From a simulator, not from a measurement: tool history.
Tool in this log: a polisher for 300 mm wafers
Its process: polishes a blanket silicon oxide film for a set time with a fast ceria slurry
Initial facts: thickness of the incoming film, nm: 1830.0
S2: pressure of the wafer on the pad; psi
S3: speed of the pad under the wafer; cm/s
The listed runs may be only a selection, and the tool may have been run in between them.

{"run": 1, "day": 0.0, "flow of slurry (ml/min)": 140, "S2": 3.1, "S3": 120, "polishing time (s)": 18, "film removed (angstrom)": 4531.4}
{"run": 2, "day": 0.192, "flow of slurry (ml/min)": 140, "S2": 3.1, "S3": 120, "polishing time (s)": 18, "film removed (angstrom)": 4500.9}
{"run": 3, "day": 0.258, "flow of slurry (ml/min)": 140, "S2": 3.1, "S3": 140, "polishing time (s)": 18, "film removed (angstrom)": 5119.3}
{"run": 4, "day": 0.333, "flow of slurry (ml/min)": 140, "S2": 3.1, "S3": 140, "polishing time (s)": 16, "film removed (angstrom)": 4710.7}
{"run": 5, "day": 0.579, "flow of slurry (ml/min)": 140, "S2": 3.1, "S3": 140, "polishing time (s)": 18, "film removed (angstrom)": 5124.2}
{"run": 6, "day": 0.775, "flow of slurry (ml/min)": 140, "S2": 3.1, "S3": 130, "polishing time (s)": 18, "film removed (angstrom)": 4894.1}
{"run": 7, "day": 0.854, "flow of slurry (ml/min)": 140, "S2": 2.6, "S3": 120, "polishing time (s)": 18, "film removed (angstrom)": 3803}
{"run": 8, "day": 1.158, "flow of slurry (ml/min)": 140, "S2": 2.2, "S3": 114, "polishing time (s)": 18, "film removed (angstrom)": 3035.5}
{"run": 9, "day": 1.417, "flow of slurry (ml/min)": 140, "S2": 2, "S3": 114, "polishing time (s)": 18, "film removed (angstrom)": 2835.1}
{"run": 10, "day": 1.608, "flow of slurry (ml/min)": 135, "S2": 1.4, "S3": 108, "polishing time (s)": 18, "film removed (angstrom)": 1865.6}
{"day": 1.942, "done": "head pressure recalibrated"}
{"run": 11, "day": 1.942, "flow of slurry (ml/min)": 145, "S2": 1.4, "S3": 108, "polishing time (s)": 18, "film removed (angstrom)": 1779.9}

Estimate the outcome of run 12 from the log above:
{"run": 12, "day": 2.162, "flow of slurry (ml/min)": 140, "S2": 2.1, "S3": 110, "polishing time (s)": 18, "film removed (angstrom)": "?"}

{"run 12": {"film removed (angstrom)": 2555.4}}
